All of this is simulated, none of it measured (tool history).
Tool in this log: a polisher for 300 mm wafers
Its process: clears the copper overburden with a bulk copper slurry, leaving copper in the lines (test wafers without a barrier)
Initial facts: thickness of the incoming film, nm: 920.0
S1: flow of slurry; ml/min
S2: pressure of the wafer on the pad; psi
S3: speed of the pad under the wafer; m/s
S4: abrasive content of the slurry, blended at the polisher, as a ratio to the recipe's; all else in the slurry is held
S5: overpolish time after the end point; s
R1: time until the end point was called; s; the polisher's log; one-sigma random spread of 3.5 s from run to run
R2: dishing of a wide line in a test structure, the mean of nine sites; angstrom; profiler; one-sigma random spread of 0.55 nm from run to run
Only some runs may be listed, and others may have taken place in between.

run 1 day=0.000 | S1=170 S2=2.5 S3=1.20 S4=1.0 S5=9 | R1=112.17 R2=461.46
run 2 day=0.375 | S1=170 S2=2.3 S3=1.20 S4=1.0 S5=9 | R1=123.91 R2=426.98
run 3 day=0.654 | S1=170 S2=2.1 S3=1.20 S4=1.0 S5=9 | R1=133.98 R2=400.42
run 4 day=0.867 | S1=170 S2=1.8 S3=1.20 S4=1.0 S5=9 | R1=148.72 R2=344.55
run 5 day=0.992 | S1=195 S2=1.8 S3=1.20 S4=1.0 S5=9 | R1=150.22 R2=347.48
run 6 day=1.038 | S1=195 S2=1.7 S3=1.20 S4=1.0 S5=9 | R1=161.98 R2=346.40

What does the tool deliver on the next run?
run 7 day=1.296 | S1=195 S2=1.6 S3=1.20 S4=1.0 S5=9 | R1=? R2=?

For run 7 the tool returned R1 168.42 s, R2 317.98 angstrom.
